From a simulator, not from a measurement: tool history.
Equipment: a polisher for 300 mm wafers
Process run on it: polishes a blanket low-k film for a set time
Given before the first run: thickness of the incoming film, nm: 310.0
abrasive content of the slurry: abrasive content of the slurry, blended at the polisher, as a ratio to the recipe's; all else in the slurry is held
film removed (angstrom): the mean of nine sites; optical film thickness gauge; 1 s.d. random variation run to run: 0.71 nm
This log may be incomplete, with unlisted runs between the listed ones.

run,hour,flow of slurry (ml/min),pressure of the wafer on the pad (kPa),speed of the pad under the wafer (cm/s),abrasive content of the slurry,polishing time (s),film removed (angstrom)
1,0.0,210,17.2,88,1.0,71,341.58
2,4.5,210,17.2,88,1.0,71,345.22
3,7.7,210,17.2,88,1.0,75,362.07
4,14.5,170,17.2,88,1.0,75,359.84
5,15.6,170,17.2,66,1.0,75,280.48
6,19.6,170,17.2,66,1.0,75,270.06
7,28.3,170,20.0,70,1.0,75,335.84
8,36.7,170,22.1,72,1.0,75,378.42
9,44.1,170,22.1,72,1.0,75,379.61
10,47.3,170,23.4,74,1.0,75,415.05

Expected results for the next run?
11,54.8,170,24.1,76,1.0,75,?

film removed (angstrom): 430.20
